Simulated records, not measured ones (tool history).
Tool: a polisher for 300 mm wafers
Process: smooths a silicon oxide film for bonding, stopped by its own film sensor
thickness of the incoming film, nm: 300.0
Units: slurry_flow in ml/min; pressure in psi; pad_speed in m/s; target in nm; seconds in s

run	hour	slurry_flow	pressure	pad_speed	slurry_solids	target	seconds
1	0.0	190	2.1	1.16	1.0	210	82.776
2	6.2	190	2.3	1.18	1.0	210	76.617
3	12.8	190	2.5	1.20	1.0	210	66.772
4	17.9	190	2.5	1.02	1.0	210	76.378
5	19.6	190	2.5	1.02	1.0	210	74.724
6	23.2	225	2.5	1.02	1.0	210	75.529
7	27.0	225	2.7	1.04	1.0	210	66.868

Forecast run 8:
8	32.5	225	2.8	1.04	1.0	210	?

Run 8 gave seconds 65.245 s.

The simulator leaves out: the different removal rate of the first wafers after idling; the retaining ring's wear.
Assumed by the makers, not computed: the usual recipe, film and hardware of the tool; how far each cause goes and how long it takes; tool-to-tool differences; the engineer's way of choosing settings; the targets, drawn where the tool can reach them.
